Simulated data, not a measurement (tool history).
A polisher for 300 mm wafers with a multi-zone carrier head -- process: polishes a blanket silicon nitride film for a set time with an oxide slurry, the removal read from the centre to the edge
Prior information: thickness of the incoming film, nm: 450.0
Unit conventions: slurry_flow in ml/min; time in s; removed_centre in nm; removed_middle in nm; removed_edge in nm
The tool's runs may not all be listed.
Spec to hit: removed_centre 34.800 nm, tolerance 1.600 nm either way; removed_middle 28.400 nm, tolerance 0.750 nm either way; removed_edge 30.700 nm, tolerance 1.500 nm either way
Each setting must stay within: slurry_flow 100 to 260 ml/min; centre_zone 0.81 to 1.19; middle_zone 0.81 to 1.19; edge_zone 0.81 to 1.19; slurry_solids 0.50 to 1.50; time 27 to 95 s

run   hour  slurry_flow  centre_zone  middle_zone  edge_zone  slurry_solids  time  removed_centre  removed_middle  removed_edge
  1    0.0          165         1.00         1.00       1.00           1.00    61          39.227          38.565        36.643
  2    2.7          165         1.00         1.00       1.00           0.90    61          37.014          36.570        35.509
  3   10.3          125         1.00         1.00       1.00           0.90    61          34.262          35.290        34.979
  4   10.8          125         0.96         1.00       1.00           0.90    61          34.070          35.132        35.093
      15.7  -- worn pad replaced by a new one
  5   15.7          125         0.96         1.00       1.00           0.90    69          42.753          43.937        44.510
  6   19.9          125         0.96         1.00       1.00           0.75    69          38.383          40.910        41.852
  7   25.1          130         1.00         0.97       0.98           0.70    68          39.847          38.256        38.542
  8   27.7          125         1.01         0.95       0.98           0.65    67          36.540          35.115        36.121
  9   30.0          125         1.02         0.93       0.97           0.60    67          36.603          33.602        36.218
 10   38.7          125         1.03         0.92       0.96           0.60    66          36.806          32.982        34.816
 11   46.7          125         1.04         0.91       0.96           0.60    66          36.687          32.553        35.155
 12   54.2          125         1.05         0.90       0.95           0.60    65          37.291          31.657        34.198
 13   60.0          125         1.05         0.90       0.95           0.60    64          35.417          31.077        33.732
 14   65.1          125         1.06         0.90       0.94           0.60    64          37.190          31.316        34.014
 15   72.3          135         1.06         0.90       0.94           0.60    63          36.056          31.241        33.653
 16   74.3          130         1.07         0.90       0.94           0.60    63          35.875          31.255        32.697
 17   80.7          130         1.08         0.89       0.94           0.60    63          36.259          30.924        33.472
 18   86.9          130         1.07         0.88       0.93           0.60    63          36.638          30.564        33.473
 19   92.2          115         1.06         0.86       0.85           0.50    63          32.415          27.045        28.991
 20   97.0          120         1.06         0.86       0.85           0.50    63          32.845          27.036        29.062
 21  104.5          125         1.06         0.86       0.86           0.50    63          33.335          27.363        29.126
 22  109.7          125         1.06         0.86       0.87           0.50    63          33.082          27.354        29.501
 23  118.0          130         1.06         0.86       0.87           0.50    63          33.281          27.239        29.741
 24  123.6          130         1.06         0.86       0.87           0.50    63          34.003          27.740        29.839
 25  131.7          130         1.06         0.86       0.87           0.50    63          32.995          27.831        29.826
 26  135.3          130         1.07         0.86       0.87           0.50    63          33.040          27.313        29.839

Consider the 4 candidate settings below. Which is the only one whose results all fall within their allowed miss of target?
  A  138.9          150         1.03         0.82       0.83           0.50    66               ?               ?             ?
  B  138.9          100         1.19         0.81       0.81           1.10    47               ?               ?             ?
  C  138.9          100         1.07         0.93       0.81           0.55    62               ?               ?             ?
  D  138.9          135         1.01         0.86       0.88           0.50    59               ?               ?             ?

move  removed_centre  removed_middle  removed_edge
   A          35.276          28.647        31.560
   B          36.660          25.756        29.094
   C          32.709          28.655        28.820
   D          30.268          26.126        28.555
A: every result within its allowed miss
B: lands further from the targets than the last run did
C: the worst result of the last run now meets its target, but another is out of spec
D: lands further from the targets than the last run did
Correct choice: A, which meets every target
